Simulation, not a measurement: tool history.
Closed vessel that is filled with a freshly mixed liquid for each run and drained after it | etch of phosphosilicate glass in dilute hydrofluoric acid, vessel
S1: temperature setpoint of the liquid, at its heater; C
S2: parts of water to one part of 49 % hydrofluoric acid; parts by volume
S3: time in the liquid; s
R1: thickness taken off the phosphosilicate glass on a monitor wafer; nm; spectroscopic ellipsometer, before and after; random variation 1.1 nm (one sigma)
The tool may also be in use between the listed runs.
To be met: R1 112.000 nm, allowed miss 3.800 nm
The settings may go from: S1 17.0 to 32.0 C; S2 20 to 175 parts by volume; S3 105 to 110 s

run	hour	S1	S2	S3	R1
1	0.0	24.0	95	105	78.448
2	7.8	25.5	95	105	82.443
3	12.9	25.5	95	105	82.511
4	19.0	26.5	95	105	85.084
5	23.6	26.5	95	105	85.848
6	31.5	26.5	105	105	76.991
7	33.1	27.0	105	105	78.563
8	40.5	27.5	105	105	80.147
9	46.3	28.0	105	105	81.588
10	51.1	32.0	85	105	119.860
11	59.3	31.0	85	105	115.860

4 next moves are on the table. One of them brings every result within its allowed miss. Which?
A	67.5	32.0	90	105	?
B	67.5	30.5	90	105	?
C	67.5	32.0	90	110	?
D	67.5	31.5	80	105	?

move	R1
A	112.360
B	106.230
C	117.710
D	125.950
A: meets every target
B: takes the result that was furthest off past its target
C: further off than the last run
D: further off than the last run
Move A is the one to make.
